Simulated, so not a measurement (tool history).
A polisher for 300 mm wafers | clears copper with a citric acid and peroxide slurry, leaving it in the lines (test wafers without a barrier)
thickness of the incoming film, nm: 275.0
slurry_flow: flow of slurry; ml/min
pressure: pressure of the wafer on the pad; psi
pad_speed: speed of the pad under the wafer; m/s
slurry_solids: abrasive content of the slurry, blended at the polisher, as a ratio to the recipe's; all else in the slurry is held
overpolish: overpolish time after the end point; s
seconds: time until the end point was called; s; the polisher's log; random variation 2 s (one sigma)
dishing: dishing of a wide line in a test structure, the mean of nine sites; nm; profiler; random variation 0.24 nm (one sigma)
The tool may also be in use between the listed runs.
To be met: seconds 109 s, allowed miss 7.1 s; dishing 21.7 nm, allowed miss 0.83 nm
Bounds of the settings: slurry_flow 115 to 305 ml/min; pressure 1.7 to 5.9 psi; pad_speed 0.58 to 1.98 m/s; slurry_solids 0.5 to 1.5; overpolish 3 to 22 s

run,hour,slurry_flow,pressure,pad_speed,slurry_solids,overpolish,seconds,dishing
1,0,195,3.8,1.28,1,11,77.636,25.579
2,8.9,195,3.4,1.28,1,11,80.086,24.274
3,11.5,195,3.4,1.28,1,7,81.639,16.742
4,13.4,190,3.2,1.22,1,9,87.15,19.125
5,16.7,190,3,1.18,1,10,94.221,19.829
6,19.3,190,3,0.9,1,10,116.84,15.978
7,23,185,3.1,0.92,1,11,115.88,17.272
8,28.9,185,3.1,0.92,1,11,118.58,17.659
9,34.7,185,3.3,0.92,1,11,115.4,18.295

4 next moves are on the table. One of them brings every result within its allowed miss. Which?
A,40.5,170,2.7,1.02,1.2,10,?,?
B,40.5,200,3.6,0.9,0.95,13,?,?
C,40.5,195,3.1,0.94,1,9,?,?
D,40.5,180,3.7,0.9,1.05,8,?,?

move,seconds,dishing
A,112.49,16.37
B,106.72,21.286
C,113.36,14.925
D,102.99,14.695
A: further off than the last run
B: meets every target
C: further off than the last run
D: further off than the last run
Move B is the one to make.

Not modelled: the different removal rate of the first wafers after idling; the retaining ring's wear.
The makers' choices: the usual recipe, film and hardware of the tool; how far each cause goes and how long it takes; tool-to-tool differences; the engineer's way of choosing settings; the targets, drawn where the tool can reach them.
